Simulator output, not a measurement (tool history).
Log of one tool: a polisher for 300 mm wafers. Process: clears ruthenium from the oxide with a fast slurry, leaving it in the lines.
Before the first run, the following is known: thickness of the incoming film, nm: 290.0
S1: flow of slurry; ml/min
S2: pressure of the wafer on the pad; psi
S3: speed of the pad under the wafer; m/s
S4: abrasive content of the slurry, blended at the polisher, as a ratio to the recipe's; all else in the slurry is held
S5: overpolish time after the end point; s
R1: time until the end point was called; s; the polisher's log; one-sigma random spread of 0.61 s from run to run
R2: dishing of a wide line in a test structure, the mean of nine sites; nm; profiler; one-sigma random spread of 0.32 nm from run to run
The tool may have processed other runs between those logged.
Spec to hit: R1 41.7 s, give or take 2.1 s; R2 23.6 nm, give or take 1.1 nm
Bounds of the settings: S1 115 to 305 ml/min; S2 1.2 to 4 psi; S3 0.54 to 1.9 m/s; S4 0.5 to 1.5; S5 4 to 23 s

run	hour	S1	S2	S3	S4	S5	R1	R2
1	0	195	2.6	1.22	1	12	53.623	52.877
2	3.8	195	2.6	1.38	1	12	46.445	58.793
3	5.1	195	2.6	1.38	1	9	47.939	43.606
4	7.8	195	2.1	1.38	1	9	54.377	38.97
5	15	195	1.9	1.5	0.95	8	55.56	34.312
6	19	195	1.9	1.5	0.8	8	58.383	33.135
7	22.2	185	1.7	1.6	0.9	7	56.271	29.117
8	27.6	170	1.7	1.68	1	6	52.489	28.196
9	30	155	1.6	1.74	1.1	6	51.702	28.17
10	32.2	145	1.6	1.78	1.2	6	48.718	28.57
11	34.6	140	1.6	1.8	1.25	6	47.846	29.867
12	43	135	1.6	1.82	1.2	6	48.864	29.059
13	46	140	1.5	1.84	1.25	6	50.717	29.211
14	51	135	1.6	1.84	1.1	6	49.33	29.462
15	57.1	155	1.5	1.86	1.2	6	49.388	29.657

Which single option among these 4 for the next run brings every result within its allowed miss of target? Just one does.
A	63.2	165	1.3	1.76	1.2	9	?	?
B	63.2	115	2.1	1.68	1.45	4	?	?
C	63.2	130	1.5	1.72	1.25	9	?	?
D	63.2	120	2.3	1.9	1.1	7	?	?

move	R1	R2
A	56.154	38.087
B	42.441	23.329
C	53.56	39.742
D	38.591	42.552
A: the biggest miss grows against the last run
B: hits every target within its allowed miss
C: the biggest miss grows against the last run
D: the biggest miss grows against the last run
Move B is the one to make.

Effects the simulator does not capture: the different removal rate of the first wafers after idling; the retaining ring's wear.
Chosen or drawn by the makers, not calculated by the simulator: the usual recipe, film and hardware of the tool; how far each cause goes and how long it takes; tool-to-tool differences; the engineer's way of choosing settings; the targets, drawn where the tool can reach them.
